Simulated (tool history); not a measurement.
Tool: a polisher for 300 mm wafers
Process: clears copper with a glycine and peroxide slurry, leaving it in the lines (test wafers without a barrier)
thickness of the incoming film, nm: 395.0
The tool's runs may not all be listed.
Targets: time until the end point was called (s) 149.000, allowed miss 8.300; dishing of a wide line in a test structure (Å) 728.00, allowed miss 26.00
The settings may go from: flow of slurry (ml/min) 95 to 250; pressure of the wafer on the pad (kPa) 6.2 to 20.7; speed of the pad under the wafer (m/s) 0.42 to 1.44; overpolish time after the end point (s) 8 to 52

run  hour  flow of slurry (ml/min)  pressure of the wafer on the pad (kPa)  speed of the pad under the wafer (m/s)  overpolish time after the end point (s)  time until the end point was called (s)  dishing of a wide line in a test structure (Å)
  1   0.0                      160                                    13.1                                    0.92                                       26                                   90.452                                          656.71
  2   8.6                      155                                    11.0                                    0.88                                       31                                  107.750                                          684.80
  3  15.6                      150                                     9.7                                    0.86                                       34                                  115.360                                          672.03
  4  21.2                      150                                     6.2                                    0.86                                       34                                  143.160                                          588.24
  5  25.5                      150                                     6.2                                    0.86                                       24                                  141.450                                          450.19
  6  33.4                      150                                     6.2                                    1.02                                       24                                  130.890                                          481.17
  7  36.9                      145                                     6.2                                    0.96                                       30                                  131.410                                          554.19
  8  40.4                      145                                     6.2                                    0.90                                       34                                  140.690                                          595.81
  9  44.1                      140                                     6.2                                    0.88                                       37                                  140.540                                          613.87
 10  49.5                      140                                     6.2                                    0.88                                       37                                  140.110                                          630.87
 11  54.7                      145                                     6.2                                    0.84                                       39                                  145.420                                          635.15
 12  62.9                      145                                     6.2                                    0.82                                       41                                  146.140                                          650.66
 13  64.4                      145                                     6.2                                    0.82                                       43                                  145.580                                          672.24
 14  73.2                      145                                     6.2                                    0.80                                       44                                  147.580                                          679.13
 15  81.6                      145                                     6.2                                    0.80                                       45                                  149.690                                          704.61

5 next moves are on the table. One of them brings every result within its allowed miss. Which?
  A  90.0                      150                                     6.2                                    0.74                                       45                                        ?                                               ?
  B  90.0                      155                                     6.2                                    0.80                                       49                                        ?                                               ?
  C  90.0                      135                                     6.2                                    0.80                                       44                                        ?                                               ?
  D  90.0                      170                                     6.9                                    0.74                                       43                                        ?                                               ?
  E  90.0                      175                                     6.2                                    0.74                                       45                                        ?                                               ?

move  time until the end point was called (s)  dishing of a wide line in a test structure (Å)
   A                                  156.780                                          672.55
   B                                  148.860                                          729.78
   C                                  152.340                                          669.75
   D                                  148.000                                          678.83
   E                                  153.130                                          683.42
A: further off than the last run
B: meets every target
C: further off than the last run
D: further off than the last run
E: further off than the last run
The right move is B.

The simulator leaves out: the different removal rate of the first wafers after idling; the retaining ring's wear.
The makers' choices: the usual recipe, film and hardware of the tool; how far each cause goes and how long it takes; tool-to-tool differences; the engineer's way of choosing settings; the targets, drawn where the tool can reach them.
